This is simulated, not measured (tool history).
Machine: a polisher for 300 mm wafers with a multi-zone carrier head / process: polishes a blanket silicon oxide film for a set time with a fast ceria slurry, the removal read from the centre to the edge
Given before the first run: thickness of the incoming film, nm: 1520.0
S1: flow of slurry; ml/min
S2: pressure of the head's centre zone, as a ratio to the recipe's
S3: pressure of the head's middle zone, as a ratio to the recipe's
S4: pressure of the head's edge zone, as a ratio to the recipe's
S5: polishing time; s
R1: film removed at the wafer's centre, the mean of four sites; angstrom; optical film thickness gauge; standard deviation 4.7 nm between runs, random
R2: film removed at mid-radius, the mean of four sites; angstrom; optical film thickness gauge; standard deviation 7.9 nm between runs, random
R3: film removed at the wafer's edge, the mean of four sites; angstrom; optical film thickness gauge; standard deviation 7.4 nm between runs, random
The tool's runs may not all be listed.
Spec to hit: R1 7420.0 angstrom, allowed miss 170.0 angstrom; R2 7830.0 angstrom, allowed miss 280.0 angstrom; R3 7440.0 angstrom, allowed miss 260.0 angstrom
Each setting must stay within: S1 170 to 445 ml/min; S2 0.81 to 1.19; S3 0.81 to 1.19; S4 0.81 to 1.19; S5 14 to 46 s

run 1 hour=0.0 | S1=285 S2=1.00 S3=1.00 S4=1.00 S5=30 | R1=6137.8 R2=6163.0 R3=6221.9
run 2 hour=6.9 | S1=295 S2=1.02 S3=1.04 S4=1.04 S5=31 | R1=6494.7 R2=6686.4 R3=6499.6
run 3 hour=15.4 | S1=300 S2=1.03 S3=1.05 S4=1.07 S5=32 | R1=6832.7 R2=6992.2 R3=6972.6
run 4 hour=18.6 | S1=315 S2=1.04 S3=1.07 S4=1.08 S5=32 | R1=6943.8 R2=7049.4 R3=6962.7
run 5 hour=25.3 | S1=315 S2=1.04 S3=1.07 S4=1.08 S5=36 | R1=7756.3 R2=7903.2 R3=7825.0
run 6 hour=31.9 | S1=315 S2=1.04 S3=1.02 S4=1.08 S5=36 | R1=7679.2 R2=7653.5 R3=7799.6
run 7 hour=37.0 | S1=315 S2=1.03 S3=1.03 S4=1.06 S5=36 | R1=7675.2 R2=7632.3 R3=7827.6
run 8 hour=39.6 | S1=305 S2=1.03 S3=1.04 S4=1.05 S5=36 | R1=7714.5 R2=7829.5 R3=7657.4

Pick the move, out of 5, that brings all results within their allowed miss; only one does.
run A hour=42.2 | S1=295 S2=1.06 S3=1.02 S4=1.08 S5=38 | R1=? R2=? R3=?
run B hour=42.2 | S1=330 S2=0.96 S3=0.99 S4=1.05 S5=38 | R1=? R2=? R3=?
run C hour=42.2 | S1=370 S2=1.03 S3=0.99 S4=1.03 S5=37 | R1=? R2=? R3=?
run D hour=42.2 | S1=200 S2=1.11 S3=1.06 S4=1.05 S5=36 | R1=? R2=? R3=?
run E hour=42.2 | S1=325 S2=1.00 S3=1.05 S4=0.96 S5=36 | R1=? R2=? R3=?

move=A R1=8290.9 R2=8087.8 R3=8335.8
move=B R1=7578.4 R2=7963.8 R3=8280.8
move=C R1=7997.4 R2=7818.7 R3=8039.8
move=D R1=7888.7 R2=7620.0 R3=7563.9
move=E R1=7474.2 R2=7919.9 R3=7499.0
A: its largest miss is bigger than the last run's
B: gets the furthest-off result to its target, but another result is out of tolerance
C: its largest miss is bigger than the last run's
D: its largest miss is bigger than the last run's
E: every result lands within tolerance
Answer: E

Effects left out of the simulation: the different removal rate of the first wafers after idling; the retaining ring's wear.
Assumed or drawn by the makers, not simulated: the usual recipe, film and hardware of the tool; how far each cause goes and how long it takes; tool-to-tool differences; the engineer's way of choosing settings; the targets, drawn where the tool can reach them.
